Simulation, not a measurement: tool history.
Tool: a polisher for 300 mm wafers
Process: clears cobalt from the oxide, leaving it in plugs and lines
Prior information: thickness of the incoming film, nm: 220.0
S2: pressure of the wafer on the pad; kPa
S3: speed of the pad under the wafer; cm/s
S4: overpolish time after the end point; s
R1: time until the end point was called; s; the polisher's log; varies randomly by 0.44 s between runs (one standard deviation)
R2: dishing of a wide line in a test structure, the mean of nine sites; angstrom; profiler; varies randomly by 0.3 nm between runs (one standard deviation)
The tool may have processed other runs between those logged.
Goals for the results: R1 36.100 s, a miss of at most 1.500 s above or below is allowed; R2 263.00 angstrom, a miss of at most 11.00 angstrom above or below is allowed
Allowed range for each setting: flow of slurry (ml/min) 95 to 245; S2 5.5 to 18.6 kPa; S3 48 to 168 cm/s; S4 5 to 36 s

run 1 day=0.000 | flow_of_slurry_(ml/min)=155 S2=11.7 S3=108 S4=18 | R1=41.142 R2=612.65
run 2 day=0.258 | flow_of_slurry_(ml/min)=155 S2=11.7 S3=108 S4=15 | R1=40.744 R2=539.88
run 3 day=0.612 | flow_of_slurry_(ml/min)=155 S2=10.3 S3=108 S4=15 | R1=45.589 R2=503.38
run 4 day=0.925 | flow_of_slurry_(ml/min)=155 S2=9.7 S3=118 S4=13 | R1=44.630 R2=470.10
run 5 day=1.058 | flow_of_slurry_(ml/min)=155 S2=9.7 S3=96 S4=13 | R1=53.055 R2=413.24
run 6 day=1.158 | flow_of_slurry_(ml/min)=155 S2=12.4 S3=96 S4=13 | R1=43.732 R2=471.90
run 7 day=1.196 | flow_of_slurry_(ml/min)=175 S2=13.1 S3=86 S4=11 | R1=46.965 R2=407.08
run 8 day=1.300 | flow_of_slurry_(ml/min)=190 S2=14.5 S3=80 S4=10 | R1=45.004 R2=388.70
run 9 day=1.400 | flow_of_slurry_(ml/min)=200 S2=15.2 S3=76 S4=9 | R1=45.630 R2=354.91
run 10 day=1.617 | flow_of_slurry_(ml/min)=210 S2=15.9 S3=74 S4=8 | R1=44.428 R2=323.32
run 11 day=1.642 | flow_of_slurry_(ml/min)=215 S2=16.5 S3=74 S4=7 | R1=42.429 R2=302.58
run 12 day=1.804 | flow_of_slurry_(ml/min)=220 S2=17.2 S3=74 S4=7 | R1=41.445 R2=317.37
run 13 day=1.917 | flow_of_slurry_(ml/min)=225 S2=17.2 S3=74 S4=7 | R1=40.888 R2=306.39
run 14 day=2.225 | flow_of_slurry_(ml/min)=230 S2=17.2 S3=74 S4=7 | R1=40.498 R2=317.65
run 15 day=2.421 | flow_of_slurry_(ml/min)=235 S2=17.2 S3=74 S4=7 | R1=40.849 R2=317.18
run 16 day=2.467 | flow_of_slurry_(ml/min)=205 S2=17.2 S3=74 S4=7 | R1=42.158 R2=309.49
run 17 day=2.500 | flow_of_slurry_(ml/min)=215 S2=17.2 S3=74 S4=7 | R1=41.499 R2=311.64
run 18 day=2.600 | flow_of_slurry_(ml/min)=245 S2=17.2 S3=74 S4=5 | R1=40.633 R2=238.43
run 19 day=2.825 | flow_of_slurry_(ml/min)=245 S2=17.9 S3=76 S4=5 | R1=38.589 R2=247.76

Consider the 5 candidate settings below. Which is the only one whose results all fall within their allowed miss of target?
run A day=3.050 | flow_of_slurry_(ml/min)=230 S2=17.2 S3=84 S4=5 | R1=? R2=?
run B day=3.050 | flow_of_slurry_(ml/min)=245 S2=18.6 S3=88 S4=5 | R1=? R2=?
run C day=3.050 | flow_of_slurry_(ml/min)=245 S2=16.5 S3=78 S4=5 | R1=? R2=?
run D day=3.050 | flow_of_slurry_(ml/min)=245 S2=17.9 S3=74 S4=6 | R1=? R2=?
run E day=3.050 | flow_of_slurry_(ml/min)=225 S2=17.2 S3=74 S4=5 | R1=? R2=?

move=A R1=36.097 R2=263.32
move=B R1=32.080 R2=290.58
move=C R1=39.917 R2=241.72
move=D R1=39.160 R2=286.63
move=E R1=40.851 R2=236.96
A: all results in spec
B: carries the result that was furthest off beyond its target, to the other side
C: its largest miss is bigger than the last run's
D: its largest miss is bigger than the last run's
E: its largest miss is bigger than the last run's
Correct choice: A, which meets every target
